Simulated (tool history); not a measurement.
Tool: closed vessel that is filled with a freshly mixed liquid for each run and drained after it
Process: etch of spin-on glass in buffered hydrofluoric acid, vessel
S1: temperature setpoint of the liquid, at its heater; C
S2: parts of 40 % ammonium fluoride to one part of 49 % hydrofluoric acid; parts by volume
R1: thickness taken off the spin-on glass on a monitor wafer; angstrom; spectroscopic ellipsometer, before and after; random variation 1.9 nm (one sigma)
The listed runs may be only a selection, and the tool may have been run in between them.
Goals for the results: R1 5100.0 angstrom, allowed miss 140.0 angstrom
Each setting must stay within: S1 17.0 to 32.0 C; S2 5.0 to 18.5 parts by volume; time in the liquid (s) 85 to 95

{"run": 1, "hour": 0.0, "S1": 24.0, "S2": 11.5, "time in the liquid (s)": 85, "R1": 3110.0}
{"run": 2, "hour": 1.6, "S1": 25.5, "S2": 11.5, "time in the liquid (s)": 85, "R1": 3338.7}
{"run": 3, "hour": 5.3, "S1": 28.0, "S2": 11.5, "time in the liquid (s)": 85, "R1": 3848.9}
{"run": 4, "hour": 11.0, "S1": 28.0, "S2": 11.5, "time in the liquid (s)": 85, "R1": 3836.3}
{"run": 5, "hour": 18.2, "S1": 28.5, "S2": 11.5, "time in the liquid (s)": 85, "R1": 3940.7}
{"run": 6, "hour": 20.2, "S1": 29.0, "S2": 11.5, "time in the liquid (s)": 85, "R1": 4052.1}
{"run": 7, "hour": 25.2, "S1": 29.5, "S2": 11.5, "time in the liquid (s)": 85, "R1": 4167.3}
{"run": 8, "hour": 28.6, "S1": 30.0, "S2": 11.5, "time in the liquid (s)": 85, "R1": 4268.1}
{"run": 9, "hour": 37.7, "S1": 30.5, "S2": 11.5, "time in the liquid (s)": 85, "R1": 4393.4}
{"run": 10, "hour": 45.0, "S1": 31.0, "S2": 11.5, "time in the liquid (s)": 85, "R1": 4499.0}
{"run": 11, "hour": 45.9, "S1": 31.5, "S2": 11.0, "time in the liquid (s)": 85, "R1": 4842.8}

4 candidate next runs follow, results not yet known. Just one meets every target within its allowed miss. Identify it.
{"run": "A", "hour": 46.8, "S1": 31.0, "S2": 11.0, "time in the liquid (s)": 85, "R1": "?"}
{"run": "B", "hour": 46.8, "S1": 31.5, "S2": 12.0, "time in the liquid (s)": 90, "R1": "?"}
{"run": "C", "hour": 46.8, "S1": 29.5, "S2": 10.5, "time in the liquid (s)": 90, "R1": "?"}
{"run": "D", "hour": 46.8, "S1": 32.0, "S2": 12.0, "time in the liquid (s)": 95, "R1": "?"}

move=A R1=4697.1
move=B R1=4689.7
move=C R1=4810.4
move=D R1=5080.4
A: misses by more than the last run did
B: misses by more than the last run did
C: misses by more than the last run did
D: hits every target within its allowed miss
D meets every target.
